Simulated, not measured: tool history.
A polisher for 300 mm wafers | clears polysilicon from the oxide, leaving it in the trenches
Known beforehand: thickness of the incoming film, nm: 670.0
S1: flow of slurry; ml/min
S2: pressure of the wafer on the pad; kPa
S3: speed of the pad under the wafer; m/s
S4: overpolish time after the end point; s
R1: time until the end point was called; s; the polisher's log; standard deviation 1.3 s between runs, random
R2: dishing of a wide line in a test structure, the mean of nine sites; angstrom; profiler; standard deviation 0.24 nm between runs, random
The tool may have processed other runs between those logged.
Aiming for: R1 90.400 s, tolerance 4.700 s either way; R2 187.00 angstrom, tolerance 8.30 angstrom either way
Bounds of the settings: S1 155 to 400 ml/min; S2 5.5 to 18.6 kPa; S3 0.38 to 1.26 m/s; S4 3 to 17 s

run 1 hour=0.0 | S1=255 S2=11.7 S3=0.82 S4=9 | R1=111.100 R2=327.37
run 2 hour=3.6 | S1=255 S2=9.7 S3=0.82 S4=9 | R1=133.600 R2=297.70
run 3 hour=7.9 | S1=255 S2=11.7 S3=0.82 S4=9 | R1=110.690 R2=326.00
run 4 hour=15.2 | S1=255 S2=11.7 S3=0.82 S4=11 | R1=111.610 R2=348.94
run 5 hour=23.8 | S1=255 S2=11.7 S3=0.82 S4=12 | R1=112.470 R2=365.58
run 6 hour=29.1 | S1=255 S2=11.7 S3=0.82 S4=9 | R1=112.410 R2=322.66
run 7 hour=33.9 | S1=260 S2=11.7 S3=0.80 S4=7 | R1=114.340 R2=283.79
run 8 hour=40.5 | S1=305 S2=13.8 S3=0.66 S4=6 | R1=117.460 R2=256.29
run 9 hour=44.2 | S1=335 S2=15.2 S3=0.60 S4=5 | R1=112.040 R2=231.36
run 10 hour=52.6 | S1=355 S2=16.5 S3=0.56 S4=4 | R1=110.640 R2=198.51

Consider the 5 candidate settings below. Which is the only one whose results all fall within their allowed miss of target?
run A hour=61.0 | S1=370 S2=15.2 S3=0.46 S4=5 | R1=? R2=?
run B hour=61.0 | S1=395 S2=16.5 S3=0.48 S4=5 | R1=? R2=?
run C hour=61.0 | S1=350 S2=18.6 S3=0.70 S4=3 | R1=? R2=?
run D hour=61.0 | S1=380 S2=13.8 S3=0.52 S4=5 | R1=? R2=?
run E hour=61.0 | S1=260 S2=18.6 S3=0.64 S4=3 | R1=? R2=?

move=A R1=144.420 R2=190.62
move=B R1=126.810 R2=209.41
move=C R1=79.410 R2=203.13
move=D R1=140.780 R2=194.23
move=E R1=88.865 R2=187.09
A: further off than the last run
B: further off than the last run
C: takes the biggest miss from the last run beyond its target
D: further off than the last run
E: in spec on every target
Answer: E

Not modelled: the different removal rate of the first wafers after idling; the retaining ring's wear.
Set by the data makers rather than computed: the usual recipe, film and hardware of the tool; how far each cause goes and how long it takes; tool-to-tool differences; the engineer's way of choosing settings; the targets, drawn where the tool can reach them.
